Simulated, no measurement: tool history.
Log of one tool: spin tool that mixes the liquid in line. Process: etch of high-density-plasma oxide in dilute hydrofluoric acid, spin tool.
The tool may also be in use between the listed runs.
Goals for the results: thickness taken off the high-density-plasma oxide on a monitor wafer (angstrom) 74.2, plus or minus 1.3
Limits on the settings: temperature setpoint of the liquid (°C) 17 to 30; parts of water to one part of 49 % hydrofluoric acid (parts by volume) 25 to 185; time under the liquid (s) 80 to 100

| run | hour | temperature setpoint of the liquid (°C) | parts of water to one part of 49 % hydrofluoric acid (parts by volume) | time under the liquid (s) | thickness taken off the high-density-plasma oxide on a monitor wafer (angstrom) |
|---|---|---|---|---|---|
| 1 | 0 | 22 | 105 | 100 | 48.242 |
| 2 | 1.3 | 23.5 | 105 | 100 | 50.948 |
| 3 | 5.1 | 24.5 | 105 | 100 | 53.121 |
| 4 | 7.8 | 26.5 | 105 | 100 | 58.002 |
| 5 | 10.9 | 27 | 105 | 100 | 58.373 |
| 6 | 17.2 | 27.5 | 105 | 100 | 60.334 |
| 7 | 26.1 | 28 | 105 | 100 | 61.443 |
| 8 | 34.8 | 28.5 | 105 | 100 | 62.342 |
| 9 | 36.1 | 30 | 90 | 100 | 78.874 |
| 10 | 39 | 29 | 90 | 100 | 75.603 |

Which single option among these 4 for the next run brings every result within its allowed miss of target? Just one does.
| A | 41.9 | 28 | 85 | 95 | ? |
| B | 41.9 | 30 | 75 | 80 | ? |
| C | 41.9 | 29.5 | 80 | 80 | ? |
| D | 41.9 | 29 | 85 | 95 | ? |

| move | thickness taken off the high-density-plasma oxide on a monitor wafer (angstrom) |
|---|---|
| A | 74.033 |
| B | 77.409 |
| C | 70.676 |
| D | 76.939 |
A: all results land within tolerance of their targets
B: lands further from the targets than the last run did
C: takes the result that was furthest off past its target
D: lands further from the targets than the last run did
The move that meets every target is A.
